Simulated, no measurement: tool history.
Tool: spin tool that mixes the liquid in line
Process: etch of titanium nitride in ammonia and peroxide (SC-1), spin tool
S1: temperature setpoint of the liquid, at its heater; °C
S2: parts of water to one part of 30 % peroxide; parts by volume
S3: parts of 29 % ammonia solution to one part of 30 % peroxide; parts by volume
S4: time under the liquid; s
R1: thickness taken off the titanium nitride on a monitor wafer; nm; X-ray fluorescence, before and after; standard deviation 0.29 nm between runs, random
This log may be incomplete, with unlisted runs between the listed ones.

run  hour    S1  S2    S3   S4      R1
  1     0    48  10  0.45  180  12.614
  2   8.2    50  10  0.45  180  14.003
  3  16.7    50  10  0.45  195  15.682
  4  19.6    57  10  0.45  195  24.761
  5  21.1    57  10  0.45  195  24.994
  6  28.1    57  10  0.45  195  25.233
  7  30.4  57.5  10  0.45  195  26.143
  8  38.9    58  10  0.45  195  26.894

Forecast run 9:
  9  47.3  58.5  10  0.45  195   ?

{"run 9": {"R1": 27.428}}
